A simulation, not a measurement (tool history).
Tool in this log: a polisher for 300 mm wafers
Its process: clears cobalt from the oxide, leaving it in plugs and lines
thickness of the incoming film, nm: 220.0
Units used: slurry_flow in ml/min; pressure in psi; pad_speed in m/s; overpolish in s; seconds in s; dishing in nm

run,day,slurry_flow,pressure,pad_speed,overpolish,seconds,dishing
1,0,150,2.1,0.94,12,58.362,21.41
2,0.112,145,1.8,0.94,13,68.091,20.813
3,0.3,145,1.8,0.94,17,66.515,23.024
4,0.608,140,1.6,0.94,17,77.626,22.034
5,0.762,140,1.6,0.94,22,76.93,23.317
6,0.829,110,1.6,0.94,22,81.054,22.778
7,0.921,105,1.5,0.94,21,87.418,22.332

Predict the results of run 8:
8,0.992,105,1.5,0.94,20,?,?

{"run 8": {"seconds": 87.668, "dishing": 21.9}}
